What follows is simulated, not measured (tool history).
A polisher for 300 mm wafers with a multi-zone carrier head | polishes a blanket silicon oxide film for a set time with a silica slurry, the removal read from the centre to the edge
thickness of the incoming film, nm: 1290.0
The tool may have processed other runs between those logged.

run  hour  flow of slurry (ml/min)  pressure of the head's centre zone  pressure of the head's middle zone  pressure of the head's edge zone  abrasive content of the slurry  polishing time (s)  film removed at the wafer's centre (angstrom)  film removed at mid-radius (angstrom)  film removed at the wafer's edge (angstrom)
  1     0                      180                                   1                                   1                                 1                               1                  47                                         2006.9                                 1905.8                                       1998.3
  2   4.8                      190                                1.02                                1.04                              1.02                            1.15                  50                                         2377.2                                 2333.2                                       2347.8
  3   8.3                      200                                1.04                                1.07                              1.04                            1.25                  51                                         2578.1                                 2467.1                                       2443.9
  4    15                      215                                1.04                                1.07                              1.04                            1.25                  51                                           2543                                 2512.2                                       2457.1
  5  19.4                      215                                1.04                                1.04                              1.04                            1.25                  51                                         2560.2                                 2435.1                                       2430.6
  6  27.7                      230                                1.04                                1.04                              1.04                            1.25                  51                                         2583.9                                 2490.8                                       2416.7
  7  32.4                      230                                1.04                                1.06                              1.04                             1.3                  54                                         2783.2                                 2748.1                                       2738.8
  8  35.9                      235                                1.06                                1.08                              1.03                            1.35                  55                                         2970.8                                 2933.7                                         2777

For run 9, what comes out?
     40.5  -- worn pad replaced by a new one
  9  40.5                      235                                1.06                                1.09                              1.03                             1.4                  56                                              ?                                      ?                                            ?

Run 9 produced film removed at the wafer's centre (angstrom) 3369, film removed at mid-radius (angstrom) 3222.5, film removed at the wafer's edge (angstrom) 3131.3.
